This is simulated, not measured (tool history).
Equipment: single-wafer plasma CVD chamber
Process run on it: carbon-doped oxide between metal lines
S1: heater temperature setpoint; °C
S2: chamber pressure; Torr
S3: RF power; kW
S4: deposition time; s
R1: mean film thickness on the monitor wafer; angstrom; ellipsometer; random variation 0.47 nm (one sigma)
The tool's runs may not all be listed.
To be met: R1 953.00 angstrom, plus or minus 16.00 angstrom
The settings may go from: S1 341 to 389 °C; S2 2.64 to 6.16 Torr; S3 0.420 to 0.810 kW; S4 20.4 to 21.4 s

run,hour,S1,S2,S3,S4,R1
1,0.0,365,4.40,0.615,21.4,1118.90
2,5.0,365,4.40,0.680,21.4,1212.60
3,12.3,365,4.11,0.680,21.4,1201.50
4,15.2,361,4.11,0.680,21.4,1208.60
5,23.4,361,3.35,0.680,21.4,1190.70
6,27.2,361,2.82,0.680,21.4,1177.00
7,33.3,363,2.79,0.655,21.3,1133.40
8,35.5,365,2.76,0.635,21.3,1100.30
9,38.7,367,2.74,0.620,21.3,1068.70

Below are 4 possible settings for the next run. Only one of them brings all results inside the allowed miss of their targets. Which is it?
A,41.9,378,2.64,0.610,20.4,?
B,41.9,363,2.64,0.495,20.8,?
C,41.9,362,3.57,0.525,20.8,?
D,41.9,366,2.64,0.615,20.4,?

move,R1
A,987.06
B,889.92
C,956.60
D,1024.00
A: closes in on the targets versus the last run, not all within tolerance yet
B: takes the biggest miss from the last run beyond its target
C: meets every target
D: closes in on the targets versus the last run, not all within tolerance yet
Correct choice: C, which meets every target
